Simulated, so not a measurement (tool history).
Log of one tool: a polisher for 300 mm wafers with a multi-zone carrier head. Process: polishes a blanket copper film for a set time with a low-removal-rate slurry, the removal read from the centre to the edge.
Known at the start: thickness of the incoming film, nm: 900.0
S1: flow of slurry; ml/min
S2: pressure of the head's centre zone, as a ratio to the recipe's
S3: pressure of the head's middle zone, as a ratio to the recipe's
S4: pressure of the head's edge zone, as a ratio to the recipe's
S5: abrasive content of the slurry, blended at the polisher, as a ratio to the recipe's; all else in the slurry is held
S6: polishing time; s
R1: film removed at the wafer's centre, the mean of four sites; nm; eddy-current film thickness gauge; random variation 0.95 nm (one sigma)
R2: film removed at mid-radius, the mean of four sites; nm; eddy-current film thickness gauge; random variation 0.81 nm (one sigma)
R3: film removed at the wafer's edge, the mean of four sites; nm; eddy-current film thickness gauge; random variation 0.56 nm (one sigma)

Run 1, hour 0: S1 295 ml/min, S2 1, S3 1, S4 1, S5 1, S6 41 s. Result: R1 71.217 nm, R2 72.533 nm, R3 74.477 nm.
Run 2, hour 5.6: S1 290 ml/min, S2 1.02, S3 0.97, S4 0.99, S5 1, S6 41 s. Result: R1 74.831 nm, R2 70.348 nm, R3 73.698 nm.
Run 3, hour 7.7: S1 285 ml/min, S2 1.02, S3 0.95, S4 0.99, S5 1, S6 41 s. Result: R1 72.725 nm, R2 71.288 nm, R3 73.839 nm.
Run 4, hour 15.3: S1 300 ml/min, S2 1.05, S3 0.93, S4 1.01, S5 0.9, S6 41 s. Result: R1 73.11 nm, R2 68.741 nm, R3 73.02 nm.
Run 5, hour 23.5: S1 255 ml/min, S2 1.05, S3 0.93, S4 1.01, S5 0.9, S6 41 s. Result: R1 73.849 nm, R2 66.44 nm, R3 72.874 nm.
Run 6, hour 29.9: S1 245 ml/min, S2 1.06, S3 0.92, S4 1, S5 0.9, S6 41 s. Result: R1 71.957 nm, R2 65.046 nm, R3 71.997 nm.
At hour 38.9: worn pad replaced by a new one.
Run 7, hour 38.9: S1 245 ml/min, S2 1.06, S3 0.92, S4 1, S5 0.9, S6 41 s. Result: R1 78.287 nm, R2 69.644 nm, R3 75.684 nm.
Run 8, hour 42.5: S1 245 ml/min, S2 1.07, S3 0.9, S4 1, S5 0.85, S6 41 s. Result: R1 76.641 nm, R2 68.997 nm, R3 75.819 nm.

The next listed run, before its measurement:
Run 9, hour 47.4: S1 240 ml/min, S2 1.09, S3 0.91, S4 1.02, S5 0.85, S6 40 s. Result: R1 ?, R2 ?, R3 ?.

R1: 78.061 nm
R2: 64.539 nm
R3: 74.085 nm
